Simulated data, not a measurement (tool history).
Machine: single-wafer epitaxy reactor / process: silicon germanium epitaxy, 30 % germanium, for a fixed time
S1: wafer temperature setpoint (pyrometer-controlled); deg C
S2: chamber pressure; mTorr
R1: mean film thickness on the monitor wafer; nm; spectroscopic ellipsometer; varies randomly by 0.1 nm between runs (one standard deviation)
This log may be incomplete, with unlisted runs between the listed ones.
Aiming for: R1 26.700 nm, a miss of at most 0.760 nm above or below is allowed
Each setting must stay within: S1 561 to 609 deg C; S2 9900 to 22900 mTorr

run 1 day=0.000 | S1=585 S2=16400 | R1=45.351
run 2 day=0.350 | S1=577 S2=15400 | R1=38.261
run 3 day=0.404 | S1=577 S2=12900 | R1=34.370
run 4 day=0.567 | S1=577 S2=15400 | R1=38.172
run 5 day=0.625 | S1=569 S2=15400 | R1=33.481
run 6 day=0.992 | S1=575 S2=15400 | R1=37.045
run 7 day=1.038 | S1=570 S2=14600 | R1=32.819
run 8 day=1.196 | S1=567 S2=14100 | R1=30.735
run 9 day=1.400 | S1=565 S2=13800 | R1=29.103
run 10 day=1.683 | S1=564 S2=13700 | R1=28.382
run 11 day=1.750 | S1=563 S2=13600 | R1=28.102

Which one of the following 5 next-run settings gets every result inside its allowed miss? There is exactly one.
run A day=1.817 | S1=563 S2=15500 | R1=?
run B day=1.817 | S1=568 S2=13000 | R1=?
run C day=1.817 | S1=573 S2=10200 | R1=?
run D day=1.817 | S1=571 S2=11300 | R1=?
run E day=1.817 | S1=561 S2=15600 | R1=?

move=A R1=30.270
move=B R1=29.578
move=C R1=27.062
move=D R1=28.272
move=E R1=29.344
A: further off than the last run
B: further off than the last run
C: meets every target
D: further off than the last run
E: further off than the last run
The move that meets every target is C.

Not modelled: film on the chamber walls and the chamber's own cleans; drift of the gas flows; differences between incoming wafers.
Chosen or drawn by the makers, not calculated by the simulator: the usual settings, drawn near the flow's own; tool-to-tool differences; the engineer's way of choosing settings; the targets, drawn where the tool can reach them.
